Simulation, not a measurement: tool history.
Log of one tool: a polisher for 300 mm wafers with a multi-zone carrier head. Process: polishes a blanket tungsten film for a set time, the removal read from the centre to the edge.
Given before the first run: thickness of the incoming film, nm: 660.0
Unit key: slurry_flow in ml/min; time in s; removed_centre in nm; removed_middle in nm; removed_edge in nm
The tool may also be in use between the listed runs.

run	day	slurry_flow	centre_zone	middle_zone	edge_zone	slurry_solids	time	removed_centre	removed_middle	removed_edge
1	0.000	305	1.00	1.00	1.00	1.00	39	253.43	241.59	247.45
2	0.062	305	1.00	1.00	1.00	1.10	39	254.02	246.04	253.21
3	0.167	305	1.00	1.00	1.00	0.90	39	248.72	231.25	238.85
4	0.488	305	1.00	1.00	1.06	0.90	39	240.27	231.70	245.16
5	0.733	330	1.00	1.00	1.06	0.90	39	238.38	231.45	245.13
6	0.958	255	1.00	1.00	1.06	0.90	39	235.25	229.79	242.24
7	1.088	250	0.96	0.98	1.07	0.85	39	222.82	216.09	240.33

For run 8, what comes out?
8	1.354	250	0.93	0.99	1.07	0.80	39	?	?	?

removed_centre: 212.04 nm
removed_middle: 216.97 nm
removed_edge: 236.27 nm
